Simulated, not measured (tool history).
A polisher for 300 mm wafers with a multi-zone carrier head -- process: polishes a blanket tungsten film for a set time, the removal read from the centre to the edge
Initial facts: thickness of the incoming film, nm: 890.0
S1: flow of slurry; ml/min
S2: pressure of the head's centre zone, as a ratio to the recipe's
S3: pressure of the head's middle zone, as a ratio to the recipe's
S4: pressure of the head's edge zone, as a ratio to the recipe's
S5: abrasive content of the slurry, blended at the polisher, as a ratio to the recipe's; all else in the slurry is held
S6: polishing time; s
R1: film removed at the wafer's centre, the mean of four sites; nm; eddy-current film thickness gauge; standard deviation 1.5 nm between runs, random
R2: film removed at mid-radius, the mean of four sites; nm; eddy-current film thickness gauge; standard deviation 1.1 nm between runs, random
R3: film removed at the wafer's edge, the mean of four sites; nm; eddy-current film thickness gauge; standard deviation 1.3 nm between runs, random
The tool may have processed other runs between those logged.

run    day   S1    S2    S3    S4    S5  S6      R1      R2      R3
  1  0.000  125  1.00  1.00  1.00  1.00  42  172.60  173.00  171.19
  2  0.346  125  1.00  1.00  0.98  0.95  40  162.14  162.00  155.52
  3  0.579  125  0.97  1.00  0.98  0.95  40  158.55  167.47  153.94
  4  0.733  120  0.96  0.98  0.97  0.90  39  151.94  157.54  150.09
  5  0.838  120  0.96  0.91  0.97  0.90  39  145.27  145.33  150.13
  6  0.992  120  0.96  0.91  0.95  0.85  38  141.51  138.26  144.95
  7  1.017  120  0.95  0.92  0.93  0.80  36  131.12  131.07  135.37
  8  1.267  120  0.95  0.94  0.92  0.75  35  127.88  127.68  126.00
  9  1.488  120  0.94  0.95  0.91  0.70  34  117.83  124.57  120.48
 10  1.746  120  0.95  0.96  0.90  0.65  34  118.99  123.11  117.50

Run 11, settings as shown, results not yet in. Your forecast:
 11  1.867  115  0.95  0.96  0.89  0.65  34   ?   ?   ?

{"run 11": {"R1": 114.12, "R2": 121.69, "R3": 115.64}}
